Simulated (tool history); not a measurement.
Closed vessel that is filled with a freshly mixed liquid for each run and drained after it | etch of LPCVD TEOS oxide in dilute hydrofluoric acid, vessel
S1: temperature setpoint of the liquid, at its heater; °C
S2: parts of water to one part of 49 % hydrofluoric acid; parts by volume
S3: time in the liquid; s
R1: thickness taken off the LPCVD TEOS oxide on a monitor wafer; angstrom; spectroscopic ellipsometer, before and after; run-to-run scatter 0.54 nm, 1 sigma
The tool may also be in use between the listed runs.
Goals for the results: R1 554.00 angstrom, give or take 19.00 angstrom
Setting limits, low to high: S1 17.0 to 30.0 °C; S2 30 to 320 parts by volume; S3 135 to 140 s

| run | hour | S1 | S2 | S3 | R1 |
|---|---|---|---|---|---|
| 1 | 0.0 | 22.0 | 175 | 135 | 226.77 |
| 2 | 4.9 | 24.0 | 150 | 135 | 293.35 |
| 3 | 11.7 | 25.5 | 135 | 135 | 356.18 |
| 4 | 17.4 | 26.5 | 125 | 135 | 402.81 |
| 5 | 22.8 | 26.5 | 170 | 135 | 275.20 |
| 6 | 27.0 | 26.5 | 220 | 135 | 203.37 |
| 7 | 30.7 | 27.5 | 185 | 135 | 263.31 |
| 8 | 32.1 | 28.0 | 160 | 135 | 319.40 |
| 9 | 37.3 | 30.0 | 90 | 135 | 666.00 |
| 10 | 44.7 | 29.0 | 90 | 135 | 632.76 |
| 11 | 52.2 | 28.5 | 90 | 135 | 625.91 |
| 12 | 58.4 | 28.0 | 90 | 135 | 609.23 |
| 13 | 63.5 | 27.5 | 90 | 135 | 606.44 |
| 14 | 65.1 | 27.0 | 90 | 135 | 594.67 |
| 15 | 72.1 | 26.5 | 90 | 135 | 585.19 |

Pick the move, out of 5, that brings all results within their allowed miss; only one does.
| A | 79.1 | 27.0 | 100 | 140 | ? |
| B | 79.1 | 21.0 | 70 | 140 | ? |
| C | 79.1 | 24.0 | 80 | 140 | ? |
| D | 79.1 | 28.0 | 95 | 140 | ? |
| E | 79.1 | 27.0 | 85 | 140 | ? |

| move | R1 |
|---|---|
| A | 551.75 |
| B | 643.66 |
| C | 628.89 |
| D | 607.61 |
| E | 662.24 |
A: all results in spec
B: lands further from the targets than the last run did
C: lands further from the targets than the last run did
D: lands further from the targets than the last run did
E: lands further from the targets than the last run did
Answer: A
